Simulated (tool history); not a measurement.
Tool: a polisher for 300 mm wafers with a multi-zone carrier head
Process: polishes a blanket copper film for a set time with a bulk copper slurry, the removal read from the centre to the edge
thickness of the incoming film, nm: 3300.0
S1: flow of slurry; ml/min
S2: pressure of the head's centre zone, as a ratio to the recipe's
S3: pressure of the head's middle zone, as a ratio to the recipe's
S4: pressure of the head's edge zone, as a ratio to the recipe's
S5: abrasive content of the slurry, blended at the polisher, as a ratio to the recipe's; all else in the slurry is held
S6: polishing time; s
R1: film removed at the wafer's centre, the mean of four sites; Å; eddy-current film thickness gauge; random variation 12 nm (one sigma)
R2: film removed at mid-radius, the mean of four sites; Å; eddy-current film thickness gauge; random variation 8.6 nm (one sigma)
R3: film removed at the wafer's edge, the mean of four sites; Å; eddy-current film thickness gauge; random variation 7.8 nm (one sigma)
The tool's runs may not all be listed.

run	hour	S1	S2	S3	S4	S5	S6	R1	R2	R3
1	0	320	1	1	1	1	70	7485.5	7415	7384.6
2	7.8	320	1	1	0.93	1	70	7419.2	7454.6	7291.8
3	10.3	320	1	1	0.93	1.05	70	7599.9	7577.2	7279
4	13.4	320	0.98	1	0.95	1.1	73	7554.3	7846.3	7766.1
5	19.4	320	0.98	1.01	0.96	1.15	75	8029.7	8330.1	8079.3
6	23	320	0.97	1.01	0.98	1.2	77	8447.5	8465.4	8402.9

Run 7 comes next. What will it give?
7	24.4	315	0.95	1.02	0.99	1.25	79	?	?	?

{"run 7": {"R1": 8497, "R2": 8881.3, "R3": 8655.2}}
